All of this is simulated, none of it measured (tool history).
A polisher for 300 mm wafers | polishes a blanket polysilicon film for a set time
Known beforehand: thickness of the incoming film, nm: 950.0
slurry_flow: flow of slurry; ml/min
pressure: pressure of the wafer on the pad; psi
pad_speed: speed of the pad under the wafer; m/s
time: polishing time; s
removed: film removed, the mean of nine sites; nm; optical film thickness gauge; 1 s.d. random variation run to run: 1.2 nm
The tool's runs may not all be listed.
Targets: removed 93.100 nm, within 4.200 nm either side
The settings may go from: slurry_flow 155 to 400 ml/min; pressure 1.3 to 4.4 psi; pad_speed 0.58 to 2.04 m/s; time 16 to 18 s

run 1 hour=0.0 | slurry_flow=255 pressure=2.8 pad_speed=1.30 time=18 | removed=199.000
run 2 hour=3.2 | slurry_flow=255 pressure=2.6 pad_speed=1.26 time=18 | removed=182.800
run 3 hour=5.7 | slurry_flow=255 pressure=2.4 pad_speed=1.22 time=18 | removed=159.680
run 4 hour=11.7 | slurry_flow=255 pressure=1.8 pad_speed=1.22 time=18 | removed=121.710
run 5 hour=15.3 | slurry_flow=255 pressure=1.8 pad_speed=1.22 time=18 | removed=123.580
run 6 hour=16.4 | slurry_flow=255 pressure=1.7 pad_speed=1.20 time=18 | removed=112.700
run 7 hour=17.3 | slurry_flow=255 pressure=1.6 pad_speed=1.20 time=18 | removed=105.110
run 8 hour=19.1 | slurry_flow=255 pressure=1.5 pad_speed=1.20 time=18 | removed=99.171
run 9 hour=26.4 | slurry_flow=255 pressure=1.5 pad_speed=1.20 time=18 | removed=102.020

Of the 5 settings listed for the next run, only one would bring every result within its allowed miss of target. Which one?
run A hour=33.7 | slurry_flow=220 pressure=1.3 pad_speed=1.36 time=16 | removed=?
run B hour=33.7 | slurry_flow=295 pressure=2.0 pad_speed=0.88 time=17 | removed=?
run C hour=33.7 | slurry_flow=250 pressure=1.5 pad_speed=1.10 time=16 | removed=?
run D hour=33.7 | slurry_flow=280 pressure=1.3 pad_speed=1.12 time=18 | removed=?
run E hour=33.7 | slurry_flow=240 pressure=1.3 pad_speed=1.22 time=17 | removed=?

move=A removed=87.237
move=B removed=94.454
move=C removed=82.392
move=D removed=83.372
move=E removed=84.201
A: takes the biggest miss from the last run beyond its target
B: all results in spec
C: takes the biggest miss from the last run beyond its target
D: takes the biggest miss from the last run beyond its target
E: takes the biggest miss from the last run beyond its target
So the answer is move B, the one that meets all the targets.
